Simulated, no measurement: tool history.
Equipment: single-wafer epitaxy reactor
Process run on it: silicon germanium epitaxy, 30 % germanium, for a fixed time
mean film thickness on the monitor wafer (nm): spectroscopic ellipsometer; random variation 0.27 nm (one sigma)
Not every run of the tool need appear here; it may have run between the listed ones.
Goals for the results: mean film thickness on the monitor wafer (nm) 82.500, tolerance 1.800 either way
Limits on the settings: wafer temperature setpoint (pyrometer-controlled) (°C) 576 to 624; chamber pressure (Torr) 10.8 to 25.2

run	hour	wafer temperature setpoint (pyrometer-controlled) (°C)	chamber pressure (Torr)	mean film thickness on the monitor wafer (nm)
1	0.0	600	18.0	56.587
2	8.4	609	18.0	67.314
3	11.8	609	15.4	61.116
4	17.9	614	15.7	68.003
5	21.6	609	15.7	62.031
6	24.3	609	17.2	65.171
7	26.9	613	17.3	70.274
8	32.3	616	17.3	74.293
9	33.7	618	17.3	77.338
10	36.1	619	17.3	78.749
11	40.2	620	17.3	79.541

Consider the 4 candidate settings below. Which is the only one whose results all fall within their allowed miss of target?
A	44.3	616	17.9	?
B	44.3	615	21.2	?
C	44.3	619	16.8	?
D	44.3	620	16.3	?

move	mean film thickness on the monitor wafer (nm)
A	75.971
B	81.832
C	77.321
D	77.340
A: moves away from the targets compared with the last run
B: all results land within tolerance of their targets
C: moves away from the targets compared with the last run
D: moves away from the targets compared with the last run
The move that meets every target is B.
